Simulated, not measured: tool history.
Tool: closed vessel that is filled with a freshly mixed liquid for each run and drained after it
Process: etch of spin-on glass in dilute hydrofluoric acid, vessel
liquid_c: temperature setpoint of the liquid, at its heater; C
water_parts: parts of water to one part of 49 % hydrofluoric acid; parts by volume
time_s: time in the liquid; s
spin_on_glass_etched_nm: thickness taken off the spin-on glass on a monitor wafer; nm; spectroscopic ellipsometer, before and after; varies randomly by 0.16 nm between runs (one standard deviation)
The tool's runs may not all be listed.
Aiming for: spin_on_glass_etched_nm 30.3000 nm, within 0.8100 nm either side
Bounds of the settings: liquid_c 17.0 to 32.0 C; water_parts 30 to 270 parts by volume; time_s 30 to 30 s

{"run": 1, "hour": 0.0, "liquid_c": 24.0, "water_parts": 150, "time_s": 30, "spin_on_glass_etched_nm": 9.9098}
{"run": 2, "hour": 7.9, "liquid_c": 26.0, "water_parts": 125, "time_s": 30, "spin_on_glass_etched_nm": 13.321}
{"run": 3, "hour": 13.0, "liquid_c": 26.0, "water_parts": 175, "time_s": 30, "spin_on_glass_etched_nm": 8.9544}
{"run": 4, "hour": 20.6, "liquid_c": 27.5, "water_parts": 145, "time_s": 30, "spin_on_glass_etched_nm": 11.702}
{"run": 5, "hour": 26.3, "liquid_c": 28.5, "water_parts": 120, "time_s": 30, "spin_on_glass_etched_nm": 15.113}
{"run": 6, "hour": 31.5, "liquid_c": 26.0, "water_parts": 120, "time_s": 30, "spin_on_glass_etched_nm": 13.813}
{"run": 7, "hour": 39.6, "liquid_c": 27.5, "water_parts": 100, "time_s": 30, "spin_on_glass_etched_nm": 18.273}
{"run": 8, "hour": 40.5, "liquid_c": 28.5, "water_parts": 90, "time_s": 30, "spin_on_glass_etched_nm": 21.045}
{"run": 9, "hour": 43.7, "liquid_c": 32.0, "water_parts": 60, "time_s": 30, "spin_on_glass_etched_nm": 38.044}
{"run": 10, "hour": 49.1, "liquid_c": 28.5, "water_parts": 60, "time_s": 30, "spin_on_glass_etched_nm": 33.344}
{"run": 11, "hour": 56.4, "liquid_c": 28.0, "water_parts": 60, "time_s": 30, "spin_on_glass_etched_nm": 32.539}

Below are 4 possible settings for the next run. Only one of them brings all results inside the allowed miss of their targets. Which is it?
{"run": "A", "hour": 63.7, "liquid_c": 29.0, "water_parts": 70, "time_s": 30, "spin_on_glass_etched_nm": "?"}
{"run": "B", "hour": 63.7, "liquid_c": 27.0, "water_parts": 65, "time_s": 30, "spin_on_glass_etched_nm": "?"}
{"run": "C", "hour": 63.7, "liquid_c": 26.0, "water_parts": 60, "time_s": 30, "spin_on_glass_etched_nm": "?"}
{"run": "D", "hour": 63.7, "liquid_c": 24.5, "water_parts": 60, "time_s": 30, "spin_on_glass_etched_nm": "?"}

move=A spin_on_glass_etched_nm=28.4140
move=B spin_on_glass_etched_nm=28.4910
move=C spin_on_glass_etched_nm=29.8630
move=D spin_on_glass_etched_nm=28.1060
A: takes the biggest miss from the last run beyond its target
B: takes the biggest miss from the last run beyond its target
C: every result within its allowed miss
D: takes the biggest miss from the last run beyond its target
The move that meets every target is C.

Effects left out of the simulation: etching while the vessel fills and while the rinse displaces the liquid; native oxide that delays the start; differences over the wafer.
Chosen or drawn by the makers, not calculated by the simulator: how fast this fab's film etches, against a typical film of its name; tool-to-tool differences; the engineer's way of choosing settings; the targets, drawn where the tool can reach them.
